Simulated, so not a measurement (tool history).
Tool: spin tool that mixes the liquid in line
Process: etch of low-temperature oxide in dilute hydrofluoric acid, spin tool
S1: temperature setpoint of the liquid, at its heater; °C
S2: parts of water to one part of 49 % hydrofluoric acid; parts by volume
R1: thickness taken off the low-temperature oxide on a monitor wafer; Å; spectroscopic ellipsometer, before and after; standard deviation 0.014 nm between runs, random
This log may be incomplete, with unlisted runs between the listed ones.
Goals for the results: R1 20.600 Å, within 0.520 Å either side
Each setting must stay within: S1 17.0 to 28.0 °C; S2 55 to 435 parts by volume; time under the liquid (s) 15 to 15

run 1 hour=0.0 | S1=20.0 S2=245 time_under_the_liquid_(s)=15 | R1=17.272
run 2 hour=5.3 | S1=21.0 S2=245 time_under_the_liquid_(s)=15 | R1=17.817
run 3 hour=13.1 | S1=21.0 S2=305 time_under_the_liquid_(s)=15 | R1=13.606
run 4 hour=20.0 | S1=23.0 S2=295 time_under_the_liquid_(s)=15 | R1=15.278
run 5 hour=27.6 | S1=24.5 S2=290 time_under_the_liquid_(s)=15 | R1=16.227
run 6 hour=34.3 | S1=25.5 S2=280 time_under_the_liquid_(s)=15 | R1=18.028
run 7 hour=37.6 | S1=26.0 S2=280 time_under_the_liquid_(s)=15 | R1=18.073
run 8 hour=45.9 | S1=26.0 S2=280 time_under_the_liquid_(s)=15 | R1=18.061
run 9 hour=53.6 | S1=26.5 S2=275 time_under_the_liquid_(s)=15 | R1=18.704
run 10 hour=57.0 | S1=27.0 S2=270 time_under_the_liquid_(s)=15 | R1=19.478

Of the 5 settings listed for the next run, only one would bring every result within its allowed miss of target. Which one?
run A hour=60.4 | S1=27.5 S2=250 time_under_the_liquid_(s)=15 | R1=?
run B hour=60.4 | S1=24.5 S2=230 time_under_the_liquid_(s)=15 | R1=?
run C hour=60.4 | S1=24.5 S2=240 time_under_the_liquid_(s)=15 | R1=?
run D hour=60.4 | S1=28.0 S2=280 time_under_the_liquid_(s)=15 | R1=?
run E hour=60.4 | S1=21.5 S2=215 time_under_the_liquid_(s)=15 | R1=?

move=A R1=22.030
move=B R1=22.016
move=C R1=20.879
move=D R1=19.364
move=E R1=21.414
A: carries the result that was furthest off beyond its target, to the other side
B: carries the result that was furthest off beyond its target, to the other side
C: all results in spec
D: further off than the last run
E: carries the result that was furthest off beyond its target, to the other side
So the answer is move C, the one that meets all the targets.
